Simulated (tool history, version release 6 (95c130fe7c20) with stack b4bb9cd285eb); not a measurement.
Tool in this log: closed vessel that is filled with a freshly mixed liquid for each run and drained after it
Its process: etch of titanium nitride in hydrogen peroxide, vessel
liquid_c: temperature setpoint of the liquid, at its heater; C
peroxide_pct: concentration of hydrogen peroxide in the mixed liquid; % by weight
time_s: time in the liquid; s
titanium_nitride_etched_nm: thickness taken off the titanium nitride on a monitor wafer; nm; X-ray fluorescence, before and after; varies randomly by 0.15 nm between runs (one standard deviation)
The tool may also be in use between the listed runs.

run 1 hour=0 | liquid_c=55 peroxide_pct=18.5 time_s=1490 | titanium_nitride_etched_nm=86.952
run 2 hour=4.1 | liquid_c=61 peroxide_pct=18.5 time_s=1490 | titanium_nitride_etched_nm=129.99
run 3 hour=12.8 | liquid_c=54 peroxide_pct=18.5 time_s=1490 | titanium_nitride_etched_nm=80.398
run 4 hour=16.4 | liquid_c=49.5 peroxide_pct=18.5 time_s=1490 | titanium_nitride_etched_nm=58.31
run 5 hour=20.3 | liquid_c=46.5 peroxide_pct=18.5 time_s=1490 | titanium_nitride_etched_nm=47.125
run 6 hour=29.1 | liquid_c=44.5 peroxide_pct=18.5 time_s=1490 | titanium_nitride_etched_nm=40.891
run 7 hour=32.4 | liquid_c=43 peroxide_pct=18.5 time_s=1490 | titanium_nitride_etched_nm=36.419
run 8 hour=39 | liquid_c=43 peroxide_pct=18.5 time_s=1490 | titanium_nitride_etched_nm=36.185
run 9 hour=41.3 | liquid_c=42.5 peroxide_pct=18.5 time_s=1490 | titanium_nitride_etched_nm=35.119

Expected results for the next run?
run 10 hour=45.5 | liquid_c=42 peroxide_pct=18.5 time_s=1490 | titanium_nitride_etched_nm=?

Run 10 came out at titanium_nitride_etched_nm 33.647 nm.
